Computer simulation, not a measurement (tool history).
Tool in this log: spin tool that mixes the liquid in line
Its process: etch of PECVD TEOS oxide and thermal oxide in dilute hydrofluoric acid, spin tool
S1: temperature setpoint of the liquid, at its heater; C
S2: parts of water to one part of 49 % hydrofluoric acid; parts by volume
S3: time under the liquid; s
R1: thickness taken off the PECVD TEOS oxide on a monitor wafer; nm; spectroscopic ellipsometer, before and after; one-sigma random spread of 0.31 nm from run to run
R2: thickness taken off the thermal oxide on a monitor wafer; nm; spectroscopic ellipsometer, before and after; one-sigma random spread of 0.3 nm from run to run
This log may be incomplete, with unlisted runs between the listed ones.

run,hour,S1,S2,S3,R1,R2
1,0.0,21.0,85,180,17.775,8.5381
2,2.9,19.0,85,180,16.218,7.7427
3,7.6,20.0,75,185,19.940,9.6049
4,16.2,20.0,75,240,25.703,12.3610
5,21.9,20.0,55,240,36.044,17.6000
6,30.7,22.0,55,240,39.262,19.0360
7,36.2,23.0,55,240,41.089,19.5500
8,45.2,23.5,50,240,46.604,22.4700
9,50.9,24.0,50,240,47.166,23.0060
10,55.9,24.5,50,240,48.258,23.0470
11,57.6,25.0,50,240,49.522,23.6100
12,61.4,25.5,50,240,50.284,24.1800

The next listed run, before its measurement:
13,65.5,26.0,50,240,?,?

R1: 51.102 nm
R2: 24.6140 nm
